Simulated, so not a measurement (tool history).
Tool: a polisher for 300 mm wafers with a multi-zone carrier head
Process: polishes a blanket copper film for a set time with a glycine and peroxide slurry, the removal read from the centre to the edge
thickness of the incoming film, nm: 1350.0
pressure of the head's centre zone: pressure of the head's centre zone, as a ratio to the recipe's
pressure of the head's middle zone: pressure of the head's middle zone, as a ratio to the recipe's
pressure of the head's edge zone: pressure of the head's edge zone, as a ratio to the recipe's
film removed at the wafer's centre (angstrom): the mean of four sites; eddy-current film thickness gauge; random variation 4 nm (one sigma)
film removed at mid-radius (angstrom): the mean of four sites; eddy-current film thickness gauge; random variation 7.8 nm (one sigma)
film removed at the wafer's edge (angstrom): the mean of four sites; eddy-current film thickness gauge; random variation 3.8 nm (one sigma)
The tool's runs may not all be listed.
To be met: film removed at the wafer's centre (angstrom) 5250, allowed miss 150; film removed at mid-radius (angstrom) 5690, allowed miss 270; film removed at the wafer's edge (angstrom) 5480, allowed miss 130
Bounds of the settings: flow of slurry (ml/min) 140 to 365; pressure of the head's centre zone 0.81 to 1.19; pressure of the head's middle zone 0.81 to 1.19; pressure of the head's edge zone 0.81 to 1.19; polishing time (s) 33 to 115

| run | day | flow of slurry (ml/min) | pressure of the head's centre zone | pressure of the head's middle zone | pressure of the head's edge zone | polishing time (s) | film removed at the wafer's centre (angstrom) | film removed at mid-radius (angstrom) | film removed at the wafer's edge (angstrom) |
|---|---|---|---|---|---|---|---|---|---|
| 1 | 0 | 235 | 1 | 1 | 1 | 73 | 4311.8 | 4384.9 | 4167.8 |
| 2 | 0.067 | 235 | 0.93 | 1 | 1 | 73 | 3983.6 | 4265.2 | 4228.1 |
| 3 | 0.35 | 235 | 1.01 | 1 | 1 | 73 | 4338.8 | 4208.6 | 4163.1 |
| 4 | 0.538 | 245 | 1.01 | 1.02 | 1.03 | 76 | 4495 | 4554.9 | 4406.8 |
| 5 | 0.688 | 245 | 1.01 | 1.02 | 1.07 | 76 | 4550.6 | 4500.5 | 4549.5 |
| 6 | 0.979 | 215 | 1.01 | 1.02 | 1.07 | 76 | 4489.5 | 4455.7 | 4480.4 |
| 7 | 1.242 | 215 | 1.01 | 1.02 | 1.07 | 76 | 4476.4 | 4462 | 4457.9 |
| 8 | 1.292 | 230 | 1.01 | 1.05 | 1.1 | 78 | 4612.3 | 4691.6 | 4647.4 |

Which of these 5 next moves meets every target?
| A | 1.342 | 265 | 0.94 | 1.19 | 1.06 | 99 | ? | ? | ? |
| B | 1.342 | 200 | 1 | 1.18 | 0.86 | 100 | ? | ? | ? |
| C | 1.342 | 245 | 0.96 | 1.11 | 1.18 | 92 | ? | ? | ? |
| D | 1.342 | 290 | 0.97 | 1.1 | 1.13 | 89 | ? | ? | ? |
| E | 1.342 | 240 | 0.99 | 1.13 | 1.03 | 89 | ? | ? | ? |

| move | film removed at the wafer's centre (angstrom) | film removed at mid-radius (angstrom) | film removed at the wafer's edge (angstrom) |
|---|---|---|---|
| A | 5693.9 | 6430.6 | 5895.1 |
| B | 5832.8 | 6247 | 5258.9 |
| C | 5332.2 | 5691.7 | 5752.4 |
| D | 5307.7 | 5577.1 | 5516 |
| E | 5280.5 | 5549.3 | 5184.4 |
A: takes the result that was furthest off past its target
B: nearer than the last run, and not there yet
C: takes the result that was furthest off past its target
D: meets every target
E: nearer than the last run, and not there yet
The right move is D.
